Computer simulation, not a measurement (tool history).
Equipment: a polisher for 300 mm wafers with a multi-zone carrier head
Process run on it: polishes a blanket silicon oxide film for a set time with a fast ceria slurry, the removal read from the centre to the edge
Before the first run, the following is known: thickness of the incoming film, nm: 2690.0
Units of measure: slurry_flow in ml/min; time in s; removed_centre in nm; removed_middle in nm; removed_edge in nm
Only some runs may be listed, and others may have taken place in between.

run,hour,slurry_flow,centre_zone,middle_zone,edge_zone,time,removed_centre,removed_middle,removed_edge
1,0.0,150,1.00,1.00,1.00,63,859.06,861.73,853.42
2,3.1,150,0.96,1.00,1.00,63,819.84,867.51,852.56
3,5.6,165,0.96,1.00,1.00,63,843.74,887.32,875.58
4,13.7,165,0.96,1.00,1.00,73,974.04,1035.30,995.13
5,18.6,150,0.98,0.95,0.95,59,807.87,761.68,784.51
6,22.7,170,0.98,0.95,0.95,59,816.48,796.65,806.48
7,25.6,150,0.97,0.92,0.91,51,686.30,645.66,656.93
8,27.0,130,0.97,0.88,0.90,47,601.45,552.81,595.96
9,32.6,120,0.98,0.86,0.88,45,568.81,513.26,554.02

The next listed run, before its measurement:
10,40.7,115,1.00,0.84,0.88,44,?,?,?

{"run 10": {"removed_centre": 560.02, "removed_middle": 488.86, "removed_edge": 540.11}}
